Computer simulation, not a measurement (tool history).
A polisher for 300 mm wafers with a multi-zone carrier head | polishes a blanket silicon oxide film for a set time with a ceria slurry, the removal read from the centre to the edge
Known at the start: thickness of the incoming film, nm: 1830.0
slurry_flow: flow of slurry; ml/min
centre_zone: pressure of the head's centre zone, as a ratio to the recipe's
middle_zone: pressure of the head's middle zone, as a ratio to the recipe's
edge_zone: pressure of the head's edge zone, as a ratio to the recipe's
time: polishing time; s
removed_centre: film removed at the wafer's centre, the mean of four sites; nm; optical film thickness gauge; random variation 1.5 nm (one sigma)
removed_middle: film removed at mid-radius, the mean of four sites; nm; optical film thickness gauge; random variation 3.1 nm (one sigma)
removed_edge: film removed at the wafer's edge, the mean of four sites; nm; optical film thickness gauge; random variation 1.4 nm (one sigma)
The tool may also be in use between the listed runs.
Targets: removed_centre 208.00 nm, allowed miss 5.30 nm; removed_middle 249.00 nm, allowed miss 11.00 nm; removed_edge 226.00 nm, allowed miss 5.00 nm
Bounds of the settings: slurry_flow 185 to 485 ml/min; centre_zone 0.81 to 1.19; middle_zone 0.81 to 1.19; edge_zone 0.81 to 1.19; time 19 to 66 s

run	day	slurry_flow	centre_zone	middle_zone	edge_zone	time	removed_centre	removed_middle	removed_edge
1	0.000	310	1.00	1.00	1.00	42	161.43	159.14	160.78
2	0.242	315	0.99	1.04	1.03	45	171.95	179.95	175.22
3	0.504	290	0.99	1.04	1.03	45	171.89	174.79	173.63
4	0.808	290	0.99	1.04	1.03	41	157.13	159.76	158.33
5	0.879	310	0.99	1.07	1.06	43	163.50	173.12	168.93
6	0.967	330	1.00	1.10	1.09	45	176.67	184.90	181.01
7	1.083	345	0.99	1.12	1.09	47	181.28	198.52	190.02
8	1.383	345	0.99	1.12	1.09	47	183.91	200.22	188.03
9	1.462	350	0.98	1.14	1.11	48	184.29	207.77	195.22
10	1.612	360	0.98	1.15	1.12	49	188.49	214.34	199.08
11	1.854	365	0.98	1.16	1.13	50	192.34	219.83	204.66

5 next moves are on the table. One of them brings every result within its allowed miss. Which?
A	2.096	435	0.91	1.13	1.03	57	?	?	?
B	2.096	410	1.15	1.14	1.08	47	?	?	?
C	2.096	395	1.15	1.11	1.10	45	?	?	?
D	2.096	375	1.02	1.07	1.17	46	?	?	?
E	2.096	350	1.16	1.08	1.14	46	?	?	?

move	removed_centre	removed_middle	removed_edge
A	209.68	251.83	226.12
B	217.86	207.96	190.09
C	207.89	194.33	183.30
D	187.42	192.21	192.69
E	211.95	192.36	189.30
A: meets every target
B: further off than the last run
C: further off than the last run
D: further off than the last run
E: further off than the last run
The right move is A.
